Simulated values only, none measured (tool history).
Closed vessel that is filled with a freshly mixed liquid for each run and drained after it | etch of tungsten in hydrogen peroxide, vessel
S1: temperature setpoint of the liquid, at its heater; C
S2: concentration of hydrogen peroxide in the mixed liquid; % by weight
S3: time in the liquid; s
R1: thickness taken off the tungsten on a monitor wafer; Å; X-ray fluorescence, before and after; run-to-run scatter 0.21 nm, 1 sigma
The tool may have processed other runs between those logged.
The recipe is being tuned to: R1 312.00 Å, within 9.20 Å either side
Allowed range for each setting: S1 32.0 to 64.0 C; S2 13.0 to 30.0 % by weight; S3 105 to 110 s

run 1 hour=0.0 | S1=48.0 S2=24.0 S3=105 | R1=826.80
run 2 hour=5.7 | S1=51.0 S2=24.0 S3=105 | R1=994.19
run 3 hour=14.5 | S1=47.0 S2=24.0 S3=105 | R1=774.00
run 4 hour=23.1 | S1=44.0 S2=24.0 S3=105 | R1=645.51
run 5 hour=25.6 | S1=41.5 S2=24.0 S3=105 | R1=551.32
run 6 hour=27.3 | S1=39.5 S2=24.0 S3=105 | R1=476.22
run 7 hour=31.9 | S1=38.0 S2=24.0 S3=105 | R1=436.23
run 8 hour=35.4 | S1=37.0 S2=24.0 S3=105 | R1=408.90
run 9 hour=42.1 | S1=36.0 S2=24.0 S3=105 | R1=380.44
run 10 hour=43.1 | S1=32.5 S2=24.0 S3=105 | R1=302.55

Exactly one of the 4 candidate moves below puts every result within its allowed miss. Which one?
run A hour=44.1 | S1=33.5 S2=25.0 S3=105 | R1=?
run B hour=44.1 | S1=33.5 S2=19.0 S3=105 | R1=?
run C hour=44.1 | S1=33.5 S2=22.0 S3=105 | R1=?
run D hour=44.1 | S1=32.5 S2=21.5 S3=105 | R1=?

move=A R1=327.35
move=B R1=285.38
move=C R1=307.09
move=D R1=283.59
A: moves the result that the last run missed by most past its target, out the other side
B: further off than the last run
C: all results in spec
D: further off than the last run
So the answer is move C, the one that meets all the targets.
